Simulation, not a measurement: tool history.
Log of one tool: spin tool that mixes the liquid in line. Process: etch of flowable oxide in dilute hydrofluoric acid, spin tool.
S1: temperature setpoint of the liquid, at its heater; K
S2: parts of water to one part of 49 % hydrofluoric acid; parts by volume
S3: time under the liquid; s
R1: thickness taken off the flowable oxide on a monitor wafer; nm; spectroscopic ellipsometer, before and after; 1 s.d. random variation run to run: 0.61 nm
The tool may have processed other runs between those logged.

Run 1, hour 0: S1 298.15 K, S2 80 parts by volume, S3 45 s. Result: R1 32.812 nm.
Run 2, hour 2.7: S1 298.15 K, S2 50 parts by volume, S3 45 s. Result: R1 54.784 nm.
Run 3, hour 10.4: S1 295.15 K, S2 50 parts by volume, S3 45 s. Result: R1 47.595 nm.
Run 4, hour 15.7: S1 295.15 K, S2 70 parts by volume, S3 45 s. Result: R1 33.497 nm.
Run 5, hour 20: S1 297.15 K, S2 70 parts by volume, S3 45 s. Result: R1 36.563 nm.
Run 6, hour 25.9: S1 297.15 K, S2 70 parts by volume, S3 45 s. Result: R1 36.118 nm.
Run 7, hour 27: S1 298.65 K, S2 70 parts by volume, S3 45 s. Result: R1 38.904 nm.
Run 8, hour 35.2: S1 299.65 K, S2 70 parts by volume, S3 45 s. Result: R1 40.629 nm.
Run 9, hour 42.2: S1 300.65 K, S2 70 parts by volume, S3 45 s. Result: R1 42.093 nm.
Run 10, hour 50.9: S1 301.65 K, S2 70 parts by volume, S3 45 s. Result: R1 43.43 nm.

What does the tool deliver on the next run?
Run 11, hour 52.3: S1 302.15 K, S2 65 parts by volume, S3 45 s. Result: R1 ?.

{"run 11": {"R1": 48.385}}
